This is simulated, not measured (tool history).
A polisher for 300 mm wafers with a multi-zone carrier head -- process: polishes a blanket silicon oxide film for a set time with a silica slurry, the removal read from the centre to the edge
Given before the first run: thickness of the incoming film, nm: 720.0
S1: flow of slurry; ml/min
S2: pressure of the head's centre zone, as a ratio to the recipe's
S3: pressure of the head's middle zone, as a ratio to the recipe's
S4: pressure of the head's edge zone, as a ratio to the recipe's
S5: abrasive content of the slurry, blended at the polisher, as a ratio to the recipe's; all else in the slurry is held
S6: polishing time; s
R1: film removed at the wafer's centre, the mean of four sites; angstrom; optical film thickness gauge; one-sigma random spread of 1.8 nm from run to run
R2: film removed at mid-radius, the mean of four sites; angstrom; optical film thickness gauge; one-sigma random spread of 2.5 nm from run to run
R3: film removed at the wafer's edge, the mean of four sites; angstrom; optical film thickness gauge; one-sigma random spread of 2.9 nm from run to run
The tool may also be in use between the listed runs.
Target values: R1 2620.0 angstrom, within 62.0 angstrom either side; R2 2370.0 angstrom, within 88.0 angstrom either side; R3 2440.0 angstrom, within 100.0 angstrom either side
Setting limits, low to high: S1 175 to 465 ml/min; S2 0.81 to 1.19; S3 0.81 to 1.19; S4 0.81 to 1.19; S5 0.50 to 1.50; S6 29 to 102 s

{"run": 1, "hour": 0.0, "S1": 295, "S2": 1.0, "S3": 1.0, "S4": 1.0, "S5": 1.0, "S6": 65, "R1": 2297.4, "R2": 2201.9, "R3": 2273.1}
{"run": 2, "hour": 4.8, "S1": 340, "S2": 1.0, "S3": 1.0, "S4": 1.0, "S5": 1.0, "S6": 65, "R1": 2311.7, "R2": 2266.8, "R3": 2279.9}
{"run": 3, "hour": 11.3, "S1": 345, "S2": 1.03, "S3": 1.0, "S4": 1.02, "S5": 1.0, "S6": 65, "R1": 2387.8, "R2": 2275.4, "R3": 2310.9}
{"run": 4, "hour": 14.6, "S1": 345, "S2": 1.03, "S3": 1.0, "S4": 1.02, "S5": 0.85, "S6": 65, "R1": 2208.5, "R2": 2107.9, "R3": 2106.3}
{"run": 5, "hour": 19.7, "S1": 345, "S2": 1.06, "S3": 1.01, "S4": 1.05, "S5": 0.9, "S6": 65, "R1": 2329.0, "R2": 2226.3, "R3": 2209.6}
{"run": 6, "hour": 25.5, "S1": 345, "S2": 1.06, "S3": 1.01, "S4": 0.97, "S5": 0.9, "S6": 65, "R1": 2349.0, "R2": 2170.3, "R3": 2136.5}
{"run": 7, "hour": 27.6, "S1": 340, "S2": 1.08, "S3": 1.01, "S4": 1.01, "S5": 0.95, "S6": 65, "R1": 2430.3, "R2": 2237.9, "R3": 2217.1}
{"run": 8, "hour": 31.8, "S1": 340, "S2": 1.09, "S3": 1.0, "S4": 1.04, "S5": 1.0, "S6": 65, "R1": 2540.2, "R2": 2262.5, "R3": 2251.3}
{"run": 9, "hour": 37.1, "S1": 340, "S2": 1.08, "S3": 1.0, "S4": 1.06, "S5": 1.05, "S6": 65, "R1": 2546.9, "R2": 2313.2, "R3": 2413.3}

Of the 4 settings listed for the next run, only one would bring every result within its allowed miss of target. Which one?
{"run": "A", "hour": 42.4, "S1": 325, "S2": 1.04, "S3": 1.0, "S4": 1.13, "S5": 1.15, "S6": 62, "R1": "?", "R2": "?", "R3": "?"}
{"run": "B", "hour": 42.4, "S1": 290, "S2": 1.03, "S3": 0.97, "S4": 1.08, "S5": 0.9, "S6": 72, "R1": "?", "R2": "?", "R3": "?"}
{"run": "C", "hour": 42.4, "S1": 350, "S2": 1.06, "S3": 0.97, "S4": 1.02, "S5": 1.05, "S6": 68, "R1": "?", "R2": "?", "R3": "?"}
{"run": "D", "hour": 42.4, "S1": 300, "S2": 1.02, "S3": 1.05, "S4": 1.09, "S5": 1.15, "S6": 62, "R1": "?", "R2": "?", "R3": "?"}

move=A R1=2436.7 R2=2325.0 R3=2484.5
move=B R1=2491.4 R2=2343.4 R3=2512.4
move=C R1=2627.3 R2=2403.0 R3=2498.1
move=D R1=2381.5 R2=2407.3 R3=2429.2
A: moves away from the targets compared with the last run
B: moves away from the targets compared with the last run
C: all results land within tolerance of their targets
D: moves away from the targets compared with the last run
The move that meets every target is C.
